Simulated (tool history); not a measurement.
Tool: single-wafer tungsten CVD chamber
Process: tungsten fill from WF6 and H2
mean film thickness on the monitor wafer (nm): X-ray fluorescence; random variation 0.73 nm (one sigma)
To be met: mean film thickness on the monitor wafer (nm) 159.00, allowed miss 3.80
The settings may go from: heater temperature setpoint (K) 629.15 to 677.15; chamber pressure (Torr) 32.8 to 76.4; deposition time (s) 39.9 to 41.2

run,hour,heater temperature setpoint (K),chamber pressure (Torr),deposition time (s),mean film thickness on the monitor wafer (nm)
1,0.0,653.15,54.6,39.9,108.34
2,7.0,653.15,54.6,39.9,108.16
3,9.1,656.15,54.8,39.9,115.90
4,14.9,650.15,54.8,39.9,101.94
5,15.7,650.15,63.9,39.9,108.29
6,17.9,655.15,63.9,39.9,120.85
7,19.7,657.15,64.0,39.9,125.76
8,21.3,659.15,64.1,39.9,131.45
9,22.0,670.15,64.8,39.9,165.39

4 next moves are on the table. One of them brings every result within its allowed miss. Which?
A,22.7,671.15,61.1,41.2,?
B,22.7,673.15,47.7,41.0,?
C,22.7,667.15,71.8,41.2,?
D,22.7,674.15,56.9,39.9,?

move,mean film thickness on the monitor wafer (nm)
A,170.25
B,158.61
C,168.03
D,169.46
A: further off than the last run
B: meets every target
C: further off than the last run
D: further off than the last run
The right move is B.
